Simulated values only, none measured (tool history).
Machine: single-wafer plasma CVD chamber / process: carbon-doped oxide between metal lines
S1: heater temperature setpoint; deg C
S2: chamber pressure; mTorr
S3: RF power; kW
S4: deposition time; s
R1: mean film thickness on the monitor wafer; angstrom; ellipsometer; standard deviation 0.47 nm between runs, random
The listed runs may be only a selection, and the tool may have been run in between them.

run,hour,S1,S2,S3,S4,R1
1,0.0,335,5900,0.420,20.7,993.00
2,4.9,335,5900,0.420,21.4,1019.30
3,9.3,335,6860,0.420,21.4,1041.20
4,16.4,337,6740,0.410,21.4,1007.40
5,22.1,326,6740,0.410,21.4,1046.70
6,28.8,322,6740,0.410,21.4,1058.40
7,37.8,324,6610,0.400,21.4,1031.80
8,41.4,326,6490,0.390,21.4,986.15
9,46.8,328,6280,0.385,21.4,969.09

Estimate the outcome of run 10 from the log above:
10,47.4,330,6100,0.380,21.4,?

R1: 947.87 angstrom

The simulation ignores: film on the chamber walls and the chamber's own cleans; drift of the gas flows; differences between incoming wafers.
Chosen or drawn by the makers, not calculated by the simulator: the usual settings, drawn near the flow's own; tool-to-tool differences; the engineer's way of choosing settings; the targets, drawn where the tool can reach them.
